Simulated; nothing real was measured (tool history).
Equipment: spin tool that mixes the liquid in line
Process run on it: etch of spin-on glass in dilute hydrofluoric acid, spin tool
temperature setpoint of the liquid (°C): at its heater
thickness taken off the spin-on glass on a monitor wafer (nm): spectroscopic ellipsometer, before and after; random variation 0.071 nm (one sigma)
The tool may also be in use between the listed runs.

run,hour,temperature setpoint of the liquid (°C),parts of water to one part of 49 % hydrofluoric acid (parts by volume),time under the liquid (s),thickness taken off the spin-on glass on a monitor wafer (nm)
1,0.0,22.0,130,50,13.088
2,8.8,22.0,130,55,14.362
3,13.2,20.5,135,55,12.935
4,15.6,19.5,135,55,12.494
5,19.3,19.5,120,55,14.390
6,22.1,17.0,120,55,12.942
7,30.6,17.0,125,55,12.345

For run 8, what comes out?
8,31.8,17.0,130,55,?

thickness taken off the spin-on glass on a monitor wafer (nm): 11.687
